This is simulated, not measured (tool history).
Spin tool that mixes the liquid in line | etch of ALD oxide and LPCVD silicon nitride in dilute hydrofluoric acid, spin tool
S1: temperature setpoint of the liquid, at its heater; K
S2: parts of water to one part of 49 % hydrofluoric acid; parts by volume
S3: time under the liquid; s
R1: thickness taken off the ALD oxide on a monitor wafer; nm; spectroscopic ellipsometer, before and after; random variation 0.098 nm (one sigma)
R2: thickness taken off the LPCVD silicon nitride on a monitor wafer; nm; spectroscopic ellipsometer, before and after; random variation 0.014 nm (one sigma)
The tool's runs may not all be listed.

run 1 hour=0.0 | S1=295.15 S2=125 S3=180 | R1=25.937 R2=0.70775
run 2 hour=2.6 | S1=295.15 S2=140 S3=180 | R1=23.010 R2=0.67395
run 3 hour=9.9 | S1=294.65 S2=150 S3=180 | R1=20.720 R2=0.55836
run 4 hour=17.7 | S1=294.65 S2=115 S3=180 | R1=28.092 R2=0.77485
run 5 hour=23.4 | S1=294.65 S2=85 S3=180 | R1=39.180 R2=1.04700
run 6 hour=27.8 | S1=298.15 S2=85 S3=180 | R1=45.058 R2=1.30740
run 7 hour=36.3 | S1=297.65 S2=105 S3=180 | R1=34.587 R2=0.99711
run 8 hour=40.2 | S1=297.65 S2=125 S3=180 | R1=28.184 R2=0.82134
run 9 hour=45.8 | S1=297.65 S2=140 S3=180 | R1=24.872 R2=0.76697
run 10 hour=48.5 | S1=293.65 S2=190 S3=180 | R1=14.957 R2=0.40557

Forecast run 11:
run 11 hour=52.6 | S1=294.15 S2=195 S3=175 | R1=? R2=?

Run 11 gave R1 14.352 nm, R2 0.43078 nm.

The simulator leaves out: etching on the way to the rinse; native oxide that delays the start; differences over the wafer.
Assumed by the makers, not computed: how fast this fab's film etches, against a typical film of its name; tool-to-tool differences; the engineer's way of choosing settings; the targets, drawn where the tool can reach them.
